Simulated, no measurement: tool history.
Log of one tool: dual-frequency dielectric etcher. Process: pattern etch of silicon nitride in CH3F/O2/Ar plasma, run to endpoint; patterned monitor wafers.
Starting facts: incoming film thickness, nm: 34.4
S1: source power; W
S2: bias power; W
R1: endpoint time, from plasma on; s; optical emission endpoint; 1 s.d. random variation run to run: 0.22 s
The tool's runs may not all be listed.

run,hour,S1,S2,R1
1,0,460,72,47.769
2,5.8,500,74,46.35
3,14.5,500,83,43.43
4,21.9,500,75,46.112
5,22.7,560,75,43.868
6,29.4,580,77,43.628
7,33.3,590,80,42.117
8,39.5,600,81,41.945

Estimate the outcome of run 9 from the log above:
9,45.5,610,82,?

Run 9 measured R1 41.189 s.
